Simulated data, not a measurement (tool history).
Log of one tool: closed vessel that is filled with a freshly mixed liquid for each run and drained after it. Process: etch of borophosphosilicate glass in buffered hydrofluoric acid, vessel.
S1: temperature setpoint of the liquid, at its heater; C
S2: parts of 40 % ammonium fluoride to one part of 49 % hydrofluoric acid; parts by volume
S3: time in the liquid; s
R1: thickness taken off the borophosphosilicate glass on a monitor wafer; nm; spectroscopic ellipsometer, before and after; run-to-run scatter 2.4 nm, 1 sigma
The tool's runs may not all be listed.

{"run": 1, "hour": 0.0, "S1": 23, "S2": 8, "S3": 95, "R1": 212.37}
{"run": 2, "hour": 4.6, "S1": 23, "S2": 6, "S3": 95, "R1": 282.66}
{"run": 3, "hour": 9.5, "S1": 25, "S2": 6, "S3": 95, "R1": 311.54}
{"run": 4, "hour": 14.4, "S1": 27, "S2": 6, "S3": 95, "R1": 349.03}
{"run": 5, "hour": 21.0, "S1": 28, "S2": 6, "S3": 95, "R1": 369.09}
{"run": 6, "hour": 29.6, "S1": 28.5, "S2": 6, "S3": 95, "R1": 373.25}

Forecast run 7:
{"run": 7, "hour": 35.9, "S1": 29, "S2": 6, "S3": 95, "R1": "?"}

R1: 385.22 nm
